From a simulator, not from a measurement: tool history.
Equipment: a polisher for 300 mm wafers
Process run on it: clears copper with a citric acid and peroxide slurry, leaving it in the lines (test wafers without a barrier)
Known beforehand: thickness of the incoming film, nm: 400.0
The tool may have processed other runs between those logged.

run	day	flow of slurry (ml/min)	pressure of the wafer on the pad (kPa)	speed of the pad under the wafer (cm/s)	abrasive content of the slurry	overpolish time after the end point (s)	time until the end point was called (s)	dishing of a wide line in a test structure (nm)
1	0	305	23.4	98	1	10	187.77	16.242
2	0.362	305	23.4	98	1	7	183.32	11.426
3	0.688	305	23.4	116	1	7	164.3	13.51
4	0.883	305	18.6	116	1	7	189.07	10.911
5	1.1	290	16.5	112	0.95	9	230.51	11.661
6	1.4	265	16.5	112	0.9	10	234.75	12.884
7	1.575	250	15.9	112	0.85	11	262.4	13.253

What will run 8 give?
8	1.862	235	16.5	112	0.8	12	?	?

For run 8 the tool returned time until the end point was called (s) 250.75, dishing of a wide line in a test structure (nm) 14.74.
